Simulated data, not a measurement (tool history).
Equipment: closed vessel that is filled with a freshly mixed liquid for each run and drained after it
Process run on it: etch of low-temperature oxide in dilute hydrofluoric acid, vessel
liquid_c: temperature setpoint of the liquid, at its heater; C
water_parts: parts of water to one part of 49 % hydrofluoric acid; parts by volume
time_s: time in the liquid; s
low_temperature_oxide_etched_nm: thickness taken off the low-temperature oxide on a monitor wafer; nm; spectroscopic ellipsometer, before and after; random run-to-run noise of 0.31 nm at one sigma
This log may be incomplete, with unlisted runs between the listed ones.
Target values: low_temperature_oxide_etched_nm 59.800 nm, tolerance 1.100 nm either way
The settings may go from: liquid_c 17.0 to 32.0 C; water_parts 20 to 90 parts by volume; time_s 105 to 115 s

run,hour,liquid_c,water_parts,time_s,low_temperature_oxide_etched_nm
1,0.0,24.0,50,105,42.625
2,4.8,25.5,50,105,45.407
3,11.6,27.0,50,105,48.366
4,14.7,23.5,50,105,42.031
5,15.6,25.5,50,105,45.241
6,19.6,22.0,50,105,39.199
7,20.6,24.0,50,105,42.566
8,29.8,25.5,50,105,45.535
9,31.6,29.5,50,105,53.251
10,33.4,30.0,50,105,54.284

Which of these 4 next moves meets every target?
A,35.2,20.0,35,115,?
B,35.2,30.5,55,110,?
C,35.2,29.0,50,115,?
D,35.2,30.0,50,115,?

move,low_temperature_oxide_etched_nm
A,57.623
B,52.436
C,57.290
D,59.592
A: nearer than the last run, and not there yet
B: its largest miss is bigger than the last run's
C: nearer than the last run, and not there yet
D: hits every target within its allowed miss
D is the move that brings every result within its allowed miss.
